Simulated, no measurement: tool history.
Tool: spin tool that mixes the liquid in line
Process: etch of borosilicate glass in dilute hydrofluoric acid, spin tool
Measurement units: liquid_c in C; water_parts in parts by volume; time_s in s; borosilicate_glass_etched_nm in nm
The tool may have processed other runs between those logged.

run 1 hour=0.0 | liquid_c=22.0 water_parts=150 time_s=140 | borosilicate_glass_etched_nm=21.250
run 2 hour=4.8 | liquid_c=24.0 water_parts=150 time_s=140 | borosilicate_glass_etched_nm=22.717
run 3 hour=11.4 | liquid_c=24.0 water_parts=180 time_s=140 | borosilicate_glass_etched_nm=18.346
run 4 hour=16.8 | liquid_c=24.0 water_parts=130 time_s=140 | borosilicate_glass_etched_nm=26.605
run 5 hour=22.8 | liquid_c=25.5 water_parts=110 time_s=140 | borosilicate_glass_etched_nm=34.904
run 6 hour=26.5 | liquid_c=24.0 water_parts=110 time_s=140 | borosilicate_glass_etched_nm=32.057
run 7 hour=28.7 | liquid_c=24.0 water_parts=110 time_s=140 | borosilicate_glass_etched_nm=32.048

What does the tool deliver on the next run?
-- hour=30.9 thermometer replaced
run 8 hour=30.9 | liquid_c=28.0 water_parts=60 time_s=140 | borosilicate_glass_etched_nm=?

{"run 8": {"borosilicate_glass_etched_nm": 80.784}}

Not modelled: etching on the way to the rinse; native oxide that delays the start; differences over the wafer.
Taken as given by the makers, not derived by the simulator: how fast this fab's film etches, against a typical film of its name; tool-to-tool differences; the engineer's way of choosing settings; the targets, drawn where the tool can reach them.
